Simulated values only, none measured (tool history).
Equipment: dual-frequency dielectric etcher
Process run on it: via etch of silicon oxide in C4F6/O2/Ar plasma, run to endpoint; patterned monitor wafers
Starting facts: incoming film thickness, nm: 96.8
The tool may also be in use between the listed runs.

run  hour  bias power (W)  source power (W)  Ar flow (sccm)  endpoint time (s)
  1     0             508               410             264             21.841
  2     1             554               410             264             21.045
  3   3.8             582               420             263              20.58
  4   6.2             605               430             261             20.091
  5   9.2             605               430             217             19.504
  6  16.3             605               430             262             19.986
  7  21.4             623               440             261             19.576

For run 8, what comes out?
  8  27.1             638               440             260                  ?

{"run 8": {"endpoint time (s)": 19.245}}

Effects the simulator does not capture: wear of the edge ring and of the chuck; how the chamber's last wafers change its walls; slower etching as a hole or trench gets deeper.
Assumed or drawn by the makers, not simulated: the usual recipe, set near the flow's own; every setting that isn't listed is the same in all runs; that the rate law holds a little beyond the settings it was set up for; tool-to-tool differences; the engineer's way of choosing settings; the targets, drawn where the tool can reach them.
